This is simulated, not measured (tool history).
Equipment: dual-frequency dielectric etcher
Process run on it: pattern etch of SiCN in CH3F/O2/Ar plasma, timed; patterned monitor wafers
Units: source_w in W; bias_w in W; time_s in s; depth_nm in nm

run,hour,source_w,bias_w,time_s,depth_nm
1,0.0,360,99,31.5,12.2630
2,5.1,360,83,31.5,11.3560
3,13.4,360,83,31.5,11.1740
4,20.0,360,100,31.5,12.3540
5,27.3,330,94,31.5,11.5300
6,31.8,310,90,31.5,10.9240
7,32.8,290,89,31.5,10.4420
8,35.2,280,89,31.5,10.3180
9,36.3,270,89,31.5,10.0810

Estimate the outcome of run 10 from the log above:
10,39.8,230,87,31.5,?

{"run 10": {"depth_nm": 9.2921}}

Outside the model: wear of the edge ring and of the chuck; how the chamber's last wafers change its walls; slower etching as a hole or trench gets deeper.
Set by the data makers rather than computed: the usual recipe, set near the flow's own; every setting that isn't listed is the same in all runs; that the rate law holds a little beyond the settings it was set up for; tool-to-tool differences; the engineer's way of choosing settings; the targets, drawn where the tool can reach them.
